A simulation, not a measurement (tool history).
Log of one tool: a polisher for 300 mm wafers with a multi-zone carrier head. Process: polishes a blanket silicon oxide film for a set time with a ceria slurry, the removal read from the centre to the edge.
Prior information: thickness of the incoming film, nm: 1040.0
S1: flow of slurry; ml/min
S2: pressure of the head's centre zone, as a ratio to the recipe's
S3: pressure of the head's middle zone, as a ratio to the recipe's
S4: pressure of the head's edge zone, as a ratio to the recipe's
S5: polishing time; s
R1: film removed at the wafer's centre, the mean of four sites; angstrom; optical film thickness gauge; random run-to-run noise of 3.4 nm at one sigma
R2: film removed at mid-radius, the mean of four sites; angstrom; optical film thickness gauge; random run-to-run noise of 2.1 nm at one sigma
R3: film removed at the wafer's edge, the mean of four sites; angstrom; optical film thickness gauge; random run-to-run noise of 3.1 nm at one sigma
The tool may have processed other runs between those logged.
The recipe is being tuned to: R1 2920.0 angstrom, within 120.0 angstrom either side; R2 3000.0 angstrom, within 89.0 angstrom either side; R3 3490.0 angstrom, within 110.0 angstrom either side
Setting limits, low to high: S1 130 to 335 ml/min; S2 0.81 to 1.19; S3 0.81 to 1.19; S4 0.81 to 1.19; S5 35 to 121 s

| run | hour | S1 | S2 | S3 | S4 | S5 | R1 | R2 | R3 |
|---|---|---|---|---|---|---|---|---|---|
| 1 | 0.0 | 215 | 1.00 | 1.00 | 1.00 | 78 | 2448.3 | 2476.9 | 2493.2 |
| 2 | 0.9 | 215 | 1.00 | 1.00 | 1.00 | 86 | 2744.0 | 2746.4 | 2682.7 |
| 3 | 8.2 | 215 | 1.08 | 1.00 | 1.00 | 86 | 2941.4 | 2735.5 | 2745.7 |
| 4 | 10.4 | 215 | 1.13 | 1.00 | 1.00 | 86 | 3068.5 | 2744.2 | 2738.4 |
| 5 | 19.1 | 215 | 1.05 | 1.00 | 1.00 | 86 | 2867.4 | 2746.8 | 2726.6 |
| 6 | 21.5 | 215 | 1.11 | 1.00 | 1.00 | 86 | 3027.2 | 2746.0 | 2705.0 |
| 7 | 28.7 | 220 | 1.07 | 0.99 | 1.04 | 88 | 2926.0 | 2782.4 | 2836.8 |
| 8 | 37.3 | 255 | 0.97 | 0.93 | 1.14 | 99 | 3030.7 | 3040.5 | 3353.9 |
| 9 | 43.9 | 250 | 0.96 | 0.92 | 1.15 | 100 | 3079.5 | 2996.9 | 3398.1 |
| 10 | 45.1 | 250 | 0.95 | 0.92 | 1.16 | 100 | 3081.1 | 3030.9 | 3451.1 |

Consider the 5 candidate settings below. Which is the only one whose results all fall within their allowed miss of target?
| A | 46.3 | 265 | 1.01 | 0.87 | 1.07 | 102 | ? | ? | ? |
| B | 46.3 | 275 | 0.91 | 0.90 | 1.19 | 99 | ? | ? | ? |
| C | 46.3 | 215 | 1.01 | 0.90 | 1.11 | 104 | ? | ? | ? |
| D | 46.3 | 220 | 1.00 | 0.88 | 1.10 | 104 | ? | ? | ? |
| E | 46.3 | 265 | 1.00 | 0.92 | 1.13 | 100 | ? | ? | ? |

| move | R1 | R2 | R3 |
|---|---|---|---|
| A | 3288.8 | 2999.8 | 3344.3 |
| B | 2886.5 | 3007.1 | 3412.5 |
| C | 3264.5 | 3069.6 | 3400.8 |
| D | 3241.9 | 3022.0 | 3395.5 |
| E | 3193.2 | 3080.3 | 3356.3 |
A: lands further from the targets than the last run did
B: every result within its allowed miss
C: lands further from the targets than the last run did
D: lands further from the targets than the last run did
E: lands further from the targets than the last run did
Answer: B
